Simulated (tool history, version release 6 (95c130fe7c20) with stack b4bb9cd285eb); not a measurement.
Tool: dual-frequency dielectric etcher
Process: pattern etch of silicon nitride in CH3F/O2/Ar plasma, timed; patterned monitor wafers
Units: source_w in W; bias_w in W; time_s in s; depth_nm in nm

Run 1, day 0: source_w 380 W, bias_w 83 W, time_s 28 s. Result: depth_nm 19.664 nm.
Run 2, day 0.3: source_w 380 W, bias_w 83 W, time_s 25.5 s. Result: depth_nm 17.814 nm.
Run 3, day 0.438: source_w 430 W, bias_w 83 W, time_s 25.5 s. Result: depth_nm 18.515 nm.
Run 4, day 0.579: source_w 430 W, bias_w 92 W, time_s 25.5 s. Result: depth_nm 19.606 nm.
Run 5, day 0.608: source_w 420 W, bias_w 89 W, time_s 25.5 s. Result: depth_nm 19.197 nm.
Run 6, day 0.888: source_w 410 W, bias_w 87 W, time_s 25.5 s. Result: depth_nm 18.78 nm.

Run 7 comes next. What will it give?
Run 7, day 1.104: source_w 400 W, bias_w 85 W, time_s 25.5 s. Result: depth_nm ?.

{"run 7": {"depth_nm": 18.525}}
